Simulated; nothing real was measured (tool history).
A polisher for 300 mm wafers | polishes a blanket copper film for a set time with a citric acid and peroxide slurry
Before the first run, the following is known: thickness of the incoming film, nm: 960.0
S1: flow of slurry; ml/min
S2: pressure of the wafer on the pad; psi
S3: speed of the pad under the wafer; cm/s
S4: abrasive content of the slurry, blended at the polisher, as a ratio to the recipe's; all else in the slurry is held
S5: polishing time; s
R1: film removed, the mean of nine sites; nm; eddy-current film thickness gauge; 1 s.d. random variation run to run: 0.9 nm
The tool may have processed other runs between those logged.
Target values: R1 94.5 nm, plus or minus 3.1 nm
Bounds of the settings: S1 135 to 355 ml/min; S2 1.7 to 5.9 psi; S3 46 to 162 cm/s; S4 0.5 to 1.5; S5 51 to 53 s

run 1 hour=0 | S1=225 S2=3.8 S3=104 S4=1 S5=51 | R1=145.81
run 2 hour=4.1 | S1=225 S2=3.8 S3=104 S4=1 S5=53 | R1=152.28
run 3 hour=10.7 | S1=225 S2=3.8 S3=104 S4=1 S5=53 | R1=154.66
run 4 hour=13.9 | S1=175 S2=3.8 S3=104 S4=1 S5=53 | R1=146.1
run 5 hour=20.9 | S1=175 S2=4.7 S3=104 S4=1 S5=53 | R1=179.09
run 6 hour=24.9 | S1=170 S2=4.3 S3=104 S4=1 S5=53 | R1=167.49
run 7 hour=31 | S1=170 S2=3.9 S3=104 S4=1 S5=53 | R1=150.59
run 8 hour=37.5 | S1=170 S2=3.6 S3=104 S4=1 S5=53 | R1=141.51
run 9 hour=39.9 | S1=170 S2=3.3 S3=104 S4=1 S5=53 | R1=130.18
run 10 hour=48.7 | S1=170 S2=3.1 S3=104 S4=1 S5=53 | R1=122.16
run 11 hour=50.8 | S1=170 S2=3 S3=104 S4=1 S5=53 | R1=119.45
run 12 hour=54 | S1=170 S2=3 S3=104 S4=1 S5=53 | R1=116.86
run 13 hour=55.5 | S1=170 S2=2.9 S3=104 S4=1 S5=53 | R1=114.98
run 14 hour=58.7 | S1=170 S2=2.8 S3=104 S4=1 S5=53 | R1=111.4
run 15 hour=64.5 | S1=170 S2=2.7 S3=104 S4=1 S5=53 | R1=106.77
run 16 hour=69.5 | S1=170 S2=2.6 S3=104 S4=1 S5=53 | R1=104.96
run 17 hour=73.1 | S1=170 S2=2.5 S3=104 S4=1 S5=53 | R1=99.916

Which single option among these 5 for the next run brings every result within its allowed miss of target? Just one does.
run A hour=76.7 | S1=150 S2=2.6 S3=110 S4=1.05 S5=52 | R1=?
run B hour=76.7 | S1=155 S2=2.7 S3=98 S4=1.05 S5=53 | R1=?
run C hour=76.7 | S1=250 S2=2.9 S3=80 S4=0.7 S5=51 | R1=?
run D hour=76.7 | S1=165 S2=2.1 S3=100 S4=1.25 S5=53 | R1=?
run E hour=76.7 | S1=135 S2=2.3 S3=132 S4=0.9 S5=53 | R1=?

move=A R1=105.08
move=B R1=103.44
move=C R1=95.682
move=D R1=86.754
move=E R1=103.9
A: its largest miss is bigger than the last run's
B: its largest miss is bigger than the last run's
C: all results in spec
D: carries the result that was furthest off beyond its target, to the other side
E: its largest miss is bigger than the last run's
Go with C: it meets all targets.
